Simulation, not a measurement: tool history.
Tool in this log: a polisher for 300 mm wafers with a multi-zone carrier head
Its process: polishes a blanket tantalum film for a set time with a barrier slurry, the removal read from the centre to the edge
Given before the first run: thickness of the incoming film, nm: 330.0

run  hour  flow of slurry (ml/min)  pressure of the head's centre zone  pressure of the head's middle zone  pressure of the head's edge zone  abrasive content of the slurry  polishing time (s)  film removed at the wafer's centre (angstrom)  film removed at mid-radius (angstrom)  film removed at the wafer's edge (angstrom)
  1   0.0                      190                                1.00                                1.00                              1.00                            1.00                  57                                        1060.90                                1043.70                                      1055.30
  2   7.2                      190                                1.06                                1.00                              1.00                            1.00                  57                                        1128.30                                1053.10                                      1045.10
  3  14.4                      190                                1.11                                1.00                              1.00                            1.00                  57                                        1187.10                                1077.20                                      1045.50
  4  15.3                      190                                1.11                                1.07                              1.00                            1.00                  57                                        1182.00                                1139.80                                      1045.20
  5  17.0                      185                                1.06                                1.05                              0.98                            0.90                  57                                        1091.30                                1066.20                                       988.76
  6  20.4                      175                                1.01                                1.03                              0.96                            0.85                  57                                        1011.60                                1028.10                                       964.94
  7  27.1                      170                                0.98                                1.01                              0.94                            0.80                  57                                         963.63                                 975.08                                       950.84
  8  29.0                      165                                0.96                                1.00                              0.92                            0.75                  57                                         911.66                                 935.15                                       922.72
  9  33.9                      160                                0.95                                0.99                              0.90                            0.70                  57                                         880.84                                 926.11                                       867.15
 10  35.8                      155                                0.93                                0.97                              0.90                            0.70                  57                                         857.21                                 890.31                                       885.44

Run 11 has not been measured yet. What should we expect?
 11  36.4                      150                                0.92                                0.96                              0.89                            0.70                  57                                              ?                                      ?                                            ?

{"run 11": {"film removed at the wafer's centre (angstrom)": 833.89, "film removed at mid-radius (angstrom)": 873.9, "film removed at the wafer's edge (angstrom)": 862.31}}
